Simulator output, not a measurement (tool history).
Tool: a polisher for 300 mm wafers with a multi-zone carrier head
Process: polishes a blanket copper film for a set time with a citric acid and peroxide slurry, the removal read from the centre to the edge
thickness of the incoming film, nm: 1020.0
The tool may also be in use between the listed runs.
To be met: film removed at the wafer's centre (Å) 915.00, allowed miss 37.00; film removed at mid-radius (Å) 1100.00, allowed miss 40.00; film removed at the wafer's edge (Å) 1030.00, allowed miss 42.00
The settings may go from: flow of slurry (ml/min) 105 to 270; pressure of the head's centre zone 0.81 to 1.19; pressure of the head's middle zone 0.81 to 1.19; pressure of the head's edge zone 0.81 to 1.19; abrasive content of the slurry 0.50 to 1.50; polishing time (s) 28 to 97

run	day	flow of slurry (ml/min)	pressure of the head's centre zone	pressure of the head's middle zone	pressure of the head's edge zone	abrasive content of the slurry	polishing time (s)	film removed at the wafer's centre (Å)	film removed at mid-radius (Å)	film removed at the wafer's edge (Å)
1	0.000	175	1.00	1.00	1.00	1.00	62	1197.70	1255.90	1274.80
2	0.254	175	1.00	1.00	0.95	1.00	62	1218.80	1237.00	1225.80
3	0.562	175	1.00	1.00	0.95	1.00	69	1349.80	1397.70	1358.80
4	0.933	175	1.00	1.00	0.95	1.00	55	1091.20	1101.40	1092.20
5	0.992	175	1.00	1.00	0.95	1.00	44	856.95	882.34	875.03
6	1.342	175	0.96	1.00	0.95	1.00	44	822.98	887.26	879.23
7	1.392	185	0.97	1.04	0.98	1.05	44	848.13	930.06	876.94
8	1.508	185	0.87	1.05	1.02	1.30	51	914.48	1123.70	1110.40
9	1.717	185	0.88	1.05	1.00	1.25	51	926.69	1123.10	1073.40
10	1.850	185	0.88	1.05	0.99	1.25	51	919.83	1116.20	1085.50

Which of these 4 next moves meets every target?
A	1.983	160	0.82	1.03	1.01	1.25	52	?	?	?
B	1.983	205	0.89	1.06	0.97	1.15	49	?	?	?
C	1.983	190	0.81	0.94	0.92	1.50	52	?	?	?
D	1.983	190	0.88	1.01	1.03	1.30	51	?	?	?

move	film removed at the wafer's centre (Å)	film removed at mid-radius (Å)	film removed at the wafer's edge (Å)
A	840.98	1115.80	1091.70
B	888.06	1101.70	1023.70
C	888.44	1113.70	1105.80
D	922.40	1119.00	1112.90
A: further off than the last run
B: meets every target
C: further off than the last run
D: further off than the last run
Answer: B

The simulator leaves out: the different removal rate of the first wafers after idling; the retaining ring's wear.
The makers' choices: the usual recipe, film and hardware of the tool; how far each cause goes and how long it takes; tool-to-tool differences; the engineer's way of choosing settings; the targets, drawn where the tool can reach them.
